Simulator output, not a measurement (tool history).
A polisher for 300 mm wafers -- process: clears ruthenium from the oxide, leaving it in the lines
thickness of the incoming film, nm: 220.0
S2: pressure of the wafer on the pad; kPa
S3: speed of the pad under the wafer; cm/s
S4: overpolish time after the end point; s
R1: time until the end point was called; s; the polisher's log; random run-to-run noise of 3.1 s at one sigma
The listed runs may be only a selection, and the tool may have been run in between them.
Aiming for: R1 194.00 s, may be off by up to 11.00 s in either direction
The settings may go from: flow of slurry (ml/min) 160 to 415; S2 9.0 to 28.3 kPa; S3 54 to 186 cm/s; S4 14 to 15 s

Run 1, hour 0.0: flow of slurry (ml/min) 265, S2 18.6 kPa, S3 118 cm/s, S4 14 s. Result: R1 124.19 s.
Run 2, hour 2.4: flow of slurry (ml/min) 265, S2 17.2 kPa, S3 118 cm/s, S4 14 s. Result: R1 129.91 s.
Run 3, hour 11.2: flow of slurry (ml/min) 200, S2 17.2 kPa, S3 118 cm/s, S4 14 s. Result: R1 135.22 s.
Run 4, hour 13.2: flow of slurry (ml/min) 200, S2 16.5 kPa, S3 118 cm/s, S4 14 s. Result: R1 139.91 s.
Run 5, hour 17.2: flow of slurry (ml/min) 200, S2 15.9 kPa, S3 118 cm/s, S4 14 s. Result: R1 151.15 s.
Run 6, hour 24.8: flow of slurry (ml/min) 200, S2 15.2 kPa, S3 118 cm/s, S4 14 s. Result: R1 157.72 s.
Run 7, hour 28.7: flow of slurry (ml/min) 200, S2 15.2 kPa, S3 118 cm/s, S4 14 s. Result: R1 151.07 s.
Run 8, hour 36.2: flow of slurry (ml/min) 200, S2 14.5 kPa, S3 118 cm/s, S4 14 s. Result: R1 160.56 s.
Run 9, hour 45.2: flow of slurry (ml/min) 200, S2 13.8 kPa, S3 118 cm/s, S4 14 s. Result: R1 164.95 s.
Run 10, hour 54.1: flow of slurry (ml/min) 200, S2 13.1 kPa, S3 118 cm/s, S4 14 s. Result: R1 181.03 s.

Next run, 5 choices. One meets every target within its allowed miss, the rest don't. Which?
Run A, hour 63.0: flow of slurry (ml/min) 230, S2 11.7 kPa, S3 120 cm/s, S4 15 s. Result: R1 ?.
Run B, hour 63.0: flow of slurry (ml/min) 230, S2 12.4 kPa, S3 100 cm/s, S4 14 s. Result: R1 ?.
Run C, hour 63.0: flow of slurry (ml/min) 220, S2 15.2 kPa, S3 108 cm/s, S4 15 s. Result: R1 ?.
Run D, hour 63.0: flow of slurry (ml/min) 305, S2 9.0 kPa, S3 126 cm/s, S4 14 s. Result: R1 ?.
Run E, hour 63.0: flow of slurry (ml/min) 240, S2 14.5 kPa, S3 112 cm/s, S4 14 s. Result: R1 ?.

move      R1
   A  193.75
   B  218.86
   C  168.29
   D  232.56
   E  168.54
A: each result inside its tolerance
B: carries the result that was furthest off beyond its target, to the other side
C: further off than the last run
D: carries the result that was furthest off beyond its target, to the other side
E: further off than the last run
Move A is the one to make.
